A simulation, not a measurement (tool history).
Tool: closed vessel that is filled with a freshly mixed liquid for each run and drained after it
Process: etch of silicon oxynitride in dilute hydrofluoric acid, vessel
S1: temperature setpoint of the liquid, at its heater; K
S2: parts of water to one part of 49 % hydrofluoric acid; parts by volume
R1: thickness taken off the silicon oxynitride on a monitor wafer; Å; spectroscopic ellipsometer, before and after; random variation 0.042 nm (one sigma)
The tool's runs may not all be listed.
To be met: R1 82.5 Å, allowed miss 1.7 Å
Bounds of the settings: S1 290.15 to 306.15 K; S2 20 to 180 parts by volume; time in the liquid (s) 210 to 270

Run 1, hour 0: S1 298.15 K, S2 100 parts by volume, time in the liquid (s) 270. Result: R1 42.308 Å.
Run 2, hour 6.2: S1 299.65 K, S2 95 parts by volume, time in the liquid (s) 270. Result: R1 47.755 Å.
Run 3, hour 15.4: S1 299.65 K, S2 70 parts by volume, time in the liquid (s) 270. Result: R1 66.089 Å.
Run 4, hour 20: S1 297.15 K, S2 70 parts by volume, time in the liquid (s) 270. Result: R1 58.091 Å.
Run 5, hour 27.6: S1 297.15 K, S2 70 parts by volume, time in the liquid (s) 210. Result: R1 45.813 Å.
Run 6, hour 36.5: S1 298.65 K, S2 70 parts by volume, time in the liquid (s) 210. Result: R1 48.76 Å.
Run 7, hour 44.4: S1 302.65 K, S2 45 parts by volume, time in the liquid (s) 210. Result: R1 94.123 Å.
Run 8, hour 48.3: S1 302.15 K, S2 45 parts by volume, time in the liquid (s) 210. Result: R1 92.459 Å.
Run 9, hour 51.7: S1 301.65 K, S2 45 parts by volume, time in the liquid (s) 210. Result: R1 90.808 Å.
Run 10, hour 61.2: S1 300.65 K, S2 45 parts by volume, time in the liquid (s) 210. Result: R1 85.699 Å.

5 next moves are on the table. One of them brings every result within its allowed miss. Which?
Run A, hour 70.7: S1 300.15 K, S2 45 parts by volume, time in the liquid (s) 220. Result: R1 ?.
Run B, hour 70.7: S1 301.65 K, S2 60 parts by volume, time in the liquid (s) 270. Result: R1 ?.
Run C, hour 70.7: S1 299.15 K, S2 55 parts by volume, time in the liquid (s) 250. Result: R1 ?.
Run D, hour 70.7: S1 299.65 K, S2 45 parts by volume, time in the liquid (s) 220. Result: R1 ?.
Run E, hour 70.7: S1 303.15 K, S2 65 parts by volume, time in the liquid (s) 265. Result: R1 ?.

move      R1
   A  87.886
   B  85.615
   C  77.196
   D  85.805
   E  82.734
A: further off than the last run
B: as far off as the last run
C: takes the result that was furthest off past its target
D: as far off as the last run
E: meets every target
Answer: E
